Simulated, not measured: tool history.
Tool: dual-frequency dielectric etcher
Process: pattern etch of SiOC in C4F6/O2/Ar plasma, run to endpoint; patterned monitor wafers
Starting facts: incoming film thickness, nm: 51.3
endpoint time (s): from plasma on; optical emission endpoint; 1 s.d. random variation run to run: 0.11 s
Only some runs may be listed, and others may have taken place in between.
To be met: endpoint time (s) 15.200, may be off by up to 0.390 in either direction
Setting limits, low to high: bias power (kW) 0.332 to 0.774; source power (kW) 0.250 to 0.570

{"run": 1, "hour": 0.0, "bias power (kW)": 0.553, "source power (kW)": 0.41, "endpoint time (s)": 18.262}
{"run": 2, "hour": 1.6, "bias power (kW)": 0.474, "source power (kW)": 0.41, "endpoint time (s)": 19.526}
{"run": 3, "hour": 6.9, "bias power (kW)": 0.429, "source power (kW)": 0.41, "endpoint time (s)": 20.857}
{"run": 4, "hour": 8.5, "bias power (kW)": 0.355, "source power (kW)": 0.41, "endpoint time (s)": 22.559}
{"run": 5, "hour": 15.4, "bias power (kW)": 0.355, "source power (kW)": 0.46, "endpoint time (s)": 21.766}
{"run": 6, "hour": 21.5, "bias power (kW)": 0.355, "source power (kW)": 0.49, "endpoint time (s)": 20.788}
{"run": 7, "hour": 22.8, "bias power (kW)": 0.409, "source power (kW)": 0.5, "endpoint time (s)": 19.216}
{"run": 8, "hour": 30.1, "bias power (kW)": 0.447, "source power (kW)": 0.5, "endpoint time (s)": 18.403}
{"hour": 32.9, "done": "bias power generator calibrated"}
{"run": 9, "hour": 32.9, "bias power (kW)": 0.478, "source power (kW)": 0.5, "endpoint time (s)": 17.266}
{"run": 10, "hour": 37.8, "bias power (kW)": 0.497, "source power (kW)": 0.5, "endpoint time (s)": 17.173}
{"run": 11, "hour": 43.2, "bias power (kW)": 0.516, "source power (kW)": 0.5, "endpoint time (s)": 16.945}
{"run": 12, "hour": 50.1, "bias power (kW)": 0.534, "source power (kW)": 0.5, "endpoint time (s)": 16.569}
{"run": 13, "hour": 56.9, "bias power (kW)": 0.548, "source power (kW)": 0.5, "endpoint time (s)": 16.224}
{"run": 14, "hour": 65.7, "bias power (kW)": 0.559, "source power (kW)": 0.5, "endpoint time (s)": 16.275}
{"run": 15, "hour": 73.9, "bias power (kW)": 0.571, "source power (kW)": 0.5, "endpoint time (s)": 16.101}
{"run": 16, "hour": 77.5, "bias power (kW)": 0.582, "source power (kW)": 0.5, "endpoint time (s)": 15.673}
{"run": 17, "hour": 79.7, "bias power (kW)": 0.587, "source power (kW)": 0.5, "endpoint time (s)": 15.615}

5 next moves are on the table. One of them brings every result within its allowed miss. Which?
{"run": "A", "hour": 81.9, "bias power (kW)": 0.563, "source power (kW)": 0.5, "endpoint time (s)": "?"}
{"run": "B", "hour": 81.9, "bias power (kW)": 0.573, "source power (kW)": 0.55, "endpoint time (s)": "?"}
{"run": "C", "hour": 81.9, "bias power (kW)": 0.503, "source power (kW)": 0.54, "endpoint time (s)": "?"}
{"run": "D", "hour": 81.9, "bias power (kW)": 0.579, "source power (kW)": 0.45, "endpoint time (s)": "?"}
{"run": "E", "hour": 81.9, "bias power (kW)": 0.587, "source power (kW)": 0.47, "endpoint time (s)": "?"}

move=A endpoint_time_(s)=16.294
move=B endpoint_time_(s)=15.490
move=C endpoint_time_(s)=16.674
move=D endpoint_time_(s)=16.840
move=E endpoint_time_(s)=16.401
A: misses by more than the last run did
B: all results land within tolerance of their targets
C: misses by more than the last run did
D: misses by more than the last run did
E: misses by more than the last run did
The move that meets every target is B.
